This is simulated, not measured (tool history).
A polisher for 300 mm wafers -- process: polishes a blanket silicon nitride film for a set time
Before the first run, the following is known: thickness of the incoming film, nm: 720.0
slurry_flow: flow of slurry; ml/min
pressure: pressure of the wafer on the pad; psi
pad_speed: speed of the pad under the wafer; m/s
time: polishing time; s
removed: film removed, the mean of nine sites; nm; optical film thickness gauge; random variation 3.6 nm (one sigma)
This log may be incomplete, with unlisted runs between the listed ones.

run,hour,slurry_flow,pressure,pad_speed,time,removed
1,0.0,205,4.8,1.00,77,179.21
2,8.9,205,5.6,1.02,77,212.70
3,15.0,205,5.6,1.02,77,204.60
4,21.9,205,6.2,1.06,77,237.17
5,28.6,205,6.6,1.06,77,254.48
6,32.5,205,6.6,1.06,77,247.39

Expected results for the next run?
7,35.1,205,6.9,1.08,77,?

Run 7 gave removed 267.22 nm.
